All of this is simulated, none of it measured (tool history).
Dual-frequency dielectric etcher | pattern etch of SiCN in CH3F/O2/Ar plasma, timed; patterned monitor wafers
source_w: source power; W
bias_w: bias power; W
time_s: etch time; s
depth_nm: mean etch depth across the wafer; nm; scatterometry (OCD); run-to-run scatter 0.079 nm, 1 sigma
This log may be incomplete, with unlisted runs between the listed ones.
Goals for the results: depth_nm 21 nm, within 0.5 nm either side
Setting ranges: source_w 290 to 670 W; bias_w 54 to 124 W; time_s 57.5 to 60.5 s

run  hour  source_w  bias_w  time_s  depth_nm
  1     0       480      89    57.5     25.39
  2   5.8       430      84    57.5    24.197
  3   9.5       480      84    57.5    24.878
  4  15.4       440      78    57.5    23.641
  5  21.1       470      78    57.5    23.932
     24.8  -- bias power generator calibrated
  6  24.8       530      78    57.5    25.239
  7  31.2       470      75    57.5    24.035
  8    35       430      71    57.5    23.094
  9    42       400      68    57.5    22.118
 10  47.7       380      67    57.5    21.727

Exercise: of the 5 proposed moves below, exactly one satisfies all targets within the stated allowed misses. Which move is it?
  A  53.4       350      54      58         ?
  B  53.4       330      55      59         ?
  C  53.4       380      56      60         ?
  D  53.4       340      55    57.5         ?
  E  53.4       350      56    57.5         ?

move  depth_nm
   A    19.643
   B    19.829
   C    21.047
   D    19.469
   E    19.749
A: moves the result that the last run missed by most past its target, out the other side
B: moves the result that the last run missed by most past its target, out the other side
C: all results in spec
D: moves the result that the last run missed by most past its target, out the other side
E: moves the result that the last run missed by most past its target, out the other side
Move C is the one to make.
